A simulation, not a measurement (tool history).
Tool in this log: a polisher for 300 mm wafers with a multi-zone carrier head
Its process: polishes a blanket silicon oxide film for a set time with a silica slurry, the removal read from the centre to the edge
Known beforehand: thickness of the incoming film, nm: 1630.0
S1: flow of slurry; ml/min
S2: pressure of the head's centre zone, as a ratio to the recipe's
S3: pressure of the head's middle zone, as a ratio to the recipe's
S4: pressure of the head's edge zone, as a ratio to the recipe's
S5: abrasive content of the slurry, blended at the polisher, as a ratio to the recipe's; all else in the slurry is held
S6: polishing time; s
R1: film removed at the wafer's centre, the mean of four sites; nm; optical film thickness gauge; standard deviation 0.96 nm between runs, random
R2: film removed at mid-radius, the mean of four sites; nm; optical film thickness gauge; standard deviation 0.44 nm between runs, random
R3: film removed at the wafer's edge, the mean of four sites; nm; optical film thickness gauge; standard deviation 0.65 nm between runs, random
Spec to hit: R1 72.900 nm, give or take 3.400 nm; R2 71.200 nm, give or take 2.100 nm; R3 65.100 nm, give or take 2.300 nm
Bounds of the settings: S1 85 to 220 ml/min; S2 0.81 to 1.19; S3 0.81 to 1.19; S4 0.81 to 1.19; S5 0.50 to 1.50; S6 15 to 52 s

run  hour   S1    S2    S3    S4    S5  S6      R1      R2      R3
  1   0.0  140  1.00  1.00  1.00  1.00  33  89.111  90.596  88.975
  2   8.9  135  1.01  1.00  0.95  0.85  33  86.514  83.030  80.596
  3  10.1  135  1.01  0.91  0.95  0.85  33  83.783  78.498  81.246
  4  16.5  130  1.00  0.94  0.91  0.80  33  80.483  78.039  77.545
  5  24.3  125  1.00  0.96  0.88  0.75  33  78.115  76.424  76.365
  6  28.3  140  1.00  0.96  0.88  0.75  33  79.533  78.549  76.437
  7  35.0  140  1.00  0.96  0.88  0.75  33  80.611  78.730  75.745
  8  43.8  140  1.00  0.97  0.86  0.65  33  78.494  74.972  71.948
  9  47.1  140  1.00  0.97  0.86  0.65  33  76.937  74.848  72.098

Which of these 4 next moves meets every target?
  A  50.4  140  0.97  0.98  0.84  0.65  35   ?   ?   ?
  B  50.4  150  1.11  0.99  0.82  0.65  31   ?   ?   ?
  C  50.4  105  0.85  0.92  0.83  0.60  39   ?   ?   ?
  D  50.4  130  1.04  1.01  0.81  0.70  30   ?   ?   ?

move      R1      R2      R3
   A  79.865  80.299  76.937
   B  82.317  72.682  68.306
   C  70.015  77.130  79.278
   D  73.954  71.217  66.083
A: its largest miss is bigger than the last run's
B: moves toward the targets from the last run without getting all of them in spec
C: its largest miss is bigger than the last run's
D: all results in spec
D meets every target.

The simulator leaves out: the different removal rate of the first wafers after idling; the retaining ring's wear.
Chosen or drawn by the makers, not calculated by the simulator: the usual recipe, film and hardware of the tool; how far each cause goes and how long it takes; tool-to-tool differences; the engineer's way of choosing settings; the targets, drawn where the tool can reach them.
